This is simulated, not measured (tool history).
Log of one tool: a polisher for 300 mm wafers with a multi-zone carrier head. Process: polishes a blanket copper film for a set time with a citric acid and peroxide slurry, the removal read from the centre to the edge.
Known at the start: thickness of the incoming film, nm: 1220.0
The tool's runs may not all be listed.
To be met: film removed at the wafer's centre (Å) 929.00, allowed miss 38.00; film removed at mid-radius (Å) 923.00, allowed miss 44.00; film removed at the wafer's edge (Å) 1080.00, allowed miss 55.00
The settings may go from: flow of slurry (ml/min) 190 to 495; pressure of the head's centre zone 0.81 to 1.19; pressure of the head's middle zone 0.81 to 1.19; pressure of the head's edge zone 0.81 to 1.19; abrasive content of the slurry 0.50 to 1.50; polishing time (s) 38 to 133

run,hour,flow of slurry (ml/min),pressure of the head's centre zone,pressure of the head's middle zone,pressure of the head's edge zone,abrasive content of the slurry,polishing time (s),film removed at the wafer's centre (Å),film removed at mid-radius (Å),film removed at the wafer's edge (Å)
1,0.0,320,1.00,1.00,1.00,1.00,85,1684.30,1615.80,1659.90
2,3.8,320,1.00,1.07,1.00,1.00,85,1686.80,1730.70,1665.60
3,11.1,315,0.98,1.04,1.00,0.95,81,1577.90,1519.90,1516.90
4,19.1,315,0.98,1.04,1.00,0.85,81,1507.40,1533.00,1528.80
5,27.4,315,0.98,1.04,1.05,0.85,81,1522.00,1553.30,1570.10
6,33.7,310,0.96,1.02,1.05,0.80,78,1396.70,1427.30,1463.10
7,40.6,310,0.96,1.02,1.05,0.80,78,1384.80,1435.00,1419.80
8,45.9,295,0.86,0.92,1.07,0.55,56,842.35,885.95,990.28
9,51.9,295,0.87,0.92,1.08,0.55,56,834.65,865.35,960.46
10,58.2,300,0.87,0.87,1.11,0.80,61,988.19,985.41,1177.00
11,59.4,300,0.87,0.87,1.10,0.80,61,988.34,969.93,1146.40
12,62.7,300,0.87,0.87,1.09,0.80,61,993.44,994.00,1127.70
13,63.3,300,0.87,0.86,1.09,0.80,61,989.60,980.94,1152.30
14,71.0,300,0.87,0.86,1.08,0.80,61,1003.20,993.78,1105.30
15,76.4,300,0.87,0.85,1.08,0.80,61,999.84,943.57,1176.50
16,82.5,300,0.84,0.87,1.04,0.65,59,868.40,904.37,1020.00
17,91.1,300,0.84,0.87,1.05,0.65,59,891.43,909.45,1064.10

Which of these 5 next moves meets every target?
A,99.7,360,0.81,0.84,1.17,0.50,60,?,?,?
B,99.7,355,0.84,0.98,1.04,0.55,58,?,?,?
C,99.7,305,0.87,0.84,1.09,0.65,56,?,?,?
D,99.7,355,0.85,0.85,1.05,0.55,62,?,?,?
E,99.7,315,0.81,0.87,1.08,0.80,55,?,?,?

move,film removed at the wafer's centre (Å),film removed at mid-radius (Å),film removed at the wafer's edge (Å)
A,832.44,859.44,1072.50
B,850.92,961.79,993.22
C,866.15,833.21,1006.70
D,919.70,913.29,1068.60
E,830.33,883.41,1030.60
A: further off than the last run
B: further off than the last run
C: further off than the last run
D: meets every target
E: further off than the last run
Move D is the one to make.
